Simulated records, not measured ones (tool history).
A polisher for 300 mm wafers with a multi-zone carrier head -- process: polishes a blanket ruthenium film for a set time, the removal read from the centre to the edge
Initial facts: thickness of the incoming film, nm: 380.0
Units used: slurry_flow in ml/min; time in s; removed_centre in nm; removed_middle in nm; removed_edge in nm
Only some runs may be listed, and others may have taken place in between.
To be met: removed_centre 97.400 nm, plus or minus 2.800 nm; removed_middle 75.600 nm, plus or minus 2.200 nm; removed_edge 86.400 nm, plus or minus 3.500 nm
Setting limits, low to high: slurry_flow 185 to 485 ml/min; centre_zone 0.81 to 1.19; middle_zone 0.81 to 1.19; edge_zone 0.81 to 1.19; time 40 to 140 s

run 1 hour=0.0 | slurry_flow=310 centre_zone=1.00 middle_zone=1.00 edge_zone=1.00 time=90 | removed_centre=92.393 removed_middle=93.052 removed_edge=91.138
run 2 hour=4.1 | slurry_flow=310 centre_zone=1.00 middle_zone=1.00 edge_zone=1.00 time=82 | removed_centre=84.792 removed_middle=85.357 removed_edge=84.592
run 3 hour=11.9 | slurry_flow=310 centre_zone=1.08 middle_zone=1.00 edge_zone=1.00 time=82 | removed_centre=91.806 removed_middle=83.864 removed_edge=85.746
run 4 hour=19.7 | slurry_flow=305 centre_zone=1.10 middle_zone=0.98 edge_zone=1.00 time=82 | removed_centre=93.939 removed_middle=84.732 removed_edge=84.781
run 5 hour=21.6 | slurry_flow=305 centre_zone=1.10 middle_zone=0.98 edge_zone=1.00 time=96 | removed_centre=107.800 removed_middle=97.609 removed_edge=98.768
run 6 hour=24.3 | slurry_flow=305 centre_zone=1.10 middle_zone=0.98 edge_zone=0.92 time=96 | removed_centre=108.760 removed_middle=97.045 removed_edge=94.870
run 7 hour=31.5 | slurry_flow=300 centre_zone=1.10 middle_zone=0.94 edge_zone=0.94 time=93 | removed_centre=105.450 removed_middle=90.855 removed_edge=93.022
run 8 hour=32.7 | slurry_flow=295 centre_zone=1.10 middle_zone=0.91 edge_zone=0.94 time=91 | removed_centre=102.090 removed_middle=87.272 removed_edge=92.004
run 9 hour=33.8 | slurry_flow=290 centre_zone=1.11 middle_zone=0.89 edge_zone=0.93 time=90 | removed_centre=103.020 removed_middle=85.319 removed_edge=92.133
run 10 hour=35.8 | slurry_flow=280 centre_zone=1.11 middle_zone=0.81 edge_zone=0.88 time=83 | removed_centre=94.298 removed_middle=72.287 removed_edge=82.104

Exactly one of the 4 candidate moves below puts every result within its allowed miss. Which one?
run A hour=37.8 | slurry_flow=300 centre_zone=1.07 middle_zone=0.81 edge_zone=0.93 time=95 | removed_centre=? removed_middle=? removed_edge=?
run B hour=37.8 | slurry_flow=225 centre_zone=1.09 middle_zone=0.81 edge_zone=0.89 time=89 | removed_centre=? removed_middle=? removed_edge=?
run C hour=37.8 | slurry_flow=275 centre_zone=1.19 middle_zone=0.81 edge_zone=0.85 time=80 | removed_centre=? removed_middle=? removed_edge=?
run D hour=37.8 | slurry_flow=250 centre_zone=1.10 middle_zone=0.81 edge_zone=0.86 time=81 | removed_centre=? removed_middle=? removed_edge=?

move=A removed_centre=106.140 removed_middle=82.572 removed_edge=97.653
move=B removed_centre=98.428 removed_middle=75.365 removed_edge=88.149
move=C removed_centre=98.666 removed_middle=68.987 removed_edge=78.935
move=D removed_centre=91.425 removed_middle=69.285 removed_edge=79.764
A: moves the result that the last run missed by most past its target, out the other side
B: each result inside its tolerance
C: moves away from the targets compared with the last run
D: moves away from the targets compared with the last run
The move that meets every target is B.
